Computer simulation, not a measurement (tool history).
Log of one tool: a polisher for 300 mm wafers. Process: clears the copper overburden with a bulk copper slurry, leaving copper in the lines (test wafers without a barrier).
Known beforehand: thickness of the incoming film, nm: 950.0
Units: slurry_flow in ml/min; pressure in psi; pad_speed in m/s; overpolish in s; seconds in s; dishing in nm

Run 1, day 0.000: slurry_flow 265 ml/min, pressure 2.6 psi, pad_speed 1.20 m/s, slurry_solids 1.0, overpolish 23 s. Result: seconds 84.693 s, dishing 107.25 nm.
Run 2, day 0.246: slurry_flow 265 ml/min, pressure 2.9 psi, pad_speed 1.20 m/s, slurry_solids 1.0, overpolish 23 s. Result: seconds 76.785 s, dishing 114.49 nm.
Run 3, day 0.583: slurry_flow 265 ml/min, pressure 3.0 psi, pad_speed 1.20 m/s, slurry_solids 1.0, overpolish 24 s. Result: seconds 74.743 s, dishing 119.73 nm.
Run 4, day 0.717: slurry_flow 265 ml/min, pressure 3.0 psi, pad_speed 1.40 m/s, slurry_solids 1.0, overpolish 24 s. Result: seconds 64.488 s, dishing 127.21 nm.
Run 5, day 1.033: slurry_flow 265 ml/min, pressure 3.0 psi, pad_speed 1.40 m/s, slurry_solids 1.0, overpolish 25 s. Result: seconds 63.107 s, dishing 124.92 nm.
Run 6, day 1.362: slurry_flow 265 ml/min, pressure 3.0 psi, pad_speed 1.38 m/s, slurry_solids 1.0, overpolish 27 s. Result: seconds 65.394 s, dishing 128.48 nm.
Run 7, day 1.583: slurry_flow 265 ml/min, pressure 3.0 psi, pad_speed 1.38 m/s, slurry_solids 1.0, overpolish 29 s. Result: seconds 65.057 s, dishing 128.48 nm.

Run 8 has not been measured yet. What should we expect?
Run 8, day 1.838: slurry_flow 265 ml/min, pressure 3.0 psi, pad_speed 1.36 m/s, slurry_solids 1.0, overpolish 32 s. Result: seconds ?, dishing ?.

seconds: 65.267 s
dishing: 139.42 nm
